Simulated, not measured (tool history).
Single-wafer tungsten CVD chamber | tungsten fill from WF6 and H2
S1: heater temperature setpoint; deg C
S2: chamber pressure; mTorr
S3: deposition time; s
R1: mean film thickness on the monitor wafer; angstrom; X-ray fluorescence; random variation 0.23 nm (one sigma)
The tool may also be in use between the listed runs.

| run | hour | S1 | S2 | S3 | R1 |
|---|---|---|---|---|---|
| 1 | 0 | 375 | 54400 | 45.1 | 847.17 |
| 2 | 2 | 379 | 54500 | 45.1 | 914.77 |
| 3 | 8.8 | 382 | 54500 | 45.1 | 965.48 |
| 4 | 10.3 | 385 | 54500 | 45.1 | 1015.3 |
| 5 | 15.2 | 385 | 51100 | 45.1 | 986.63 |
| 6 | 16.2 | 387 | 51100 | 45.1 | 1019.1 |

Run 7 comes next. What will it give?
| 7 | 18.5 | 389 | 51100 | 45.1 | ? |

{"run 7": {"R1": 1055}}

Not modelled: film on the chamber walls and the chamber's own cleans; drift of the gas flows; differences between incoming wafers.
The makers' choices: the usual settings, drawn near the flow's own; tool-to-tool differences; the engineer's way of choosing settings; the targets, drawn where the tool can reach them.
